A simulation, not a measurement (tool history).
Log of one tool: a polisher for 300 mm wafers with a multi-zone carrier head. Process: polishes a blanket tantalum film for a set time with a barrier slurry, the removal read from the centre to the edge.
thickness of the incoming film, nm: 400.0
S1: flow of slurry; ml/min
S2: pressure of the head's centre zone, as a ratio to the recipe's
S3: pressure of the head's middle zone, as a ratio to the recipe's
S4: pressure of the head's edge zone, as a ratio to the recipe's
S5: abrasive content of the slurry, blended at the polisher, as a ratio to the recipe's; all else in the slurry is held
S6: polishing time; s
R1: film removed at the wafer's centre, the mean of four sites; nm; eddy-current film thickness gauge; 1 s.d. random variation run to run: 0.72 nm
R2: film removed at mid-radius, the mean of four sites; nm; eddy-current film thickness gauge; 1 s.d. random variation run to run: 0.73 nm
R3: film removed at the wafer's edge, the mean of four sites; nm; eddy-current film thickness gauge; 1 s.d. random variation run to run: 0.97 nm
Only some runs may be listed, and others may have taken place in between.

run  hour   S1    S2    S3    S4    S5  S6       R1       R2       R3
  1   0.0  205  1.00  1.00  1.00  1.00  60  100.240  100.050   99.892
  2   6.0  195  0.96  1.01  0.98  0.90  59   89.802   95.622   91.884
  3  13.4  195  0.96  1.01  0.98  0.90  67  102.640  110.110  103.700
  4  17.7  185  0.92  1.01  0.98  0.80  65   90.835  102.230   99.927
  5  21.4  180  0.90  1.01  0.95  0.75  63   84.578   95.159   93.183
  6  23.7  180  0.90  1.08  0.95  0.75  63   87.165  102.590   93.898
  7  27.1  175  0.88  1.09  0.93  0.70  61   78.767   96.116   85.934
  8  34.1  170  0.86  1.08  0.91  0.65  60   74.335   91.892   82.885
  9  38.8  165  0.85  1.07  0.90  0.60  60   72.563   88.310   77.461
 10  39.3  160  0.84  1.07  0.92  0.60  59   69.312   86.814   77.408

Expected results for the next run?
 11  47.5  155  0.83  1.06  0.93  0.60  59   ?   ?   ?

R1: 67.994 nm
R2: 82.873 nm
R3: 76.944 nm
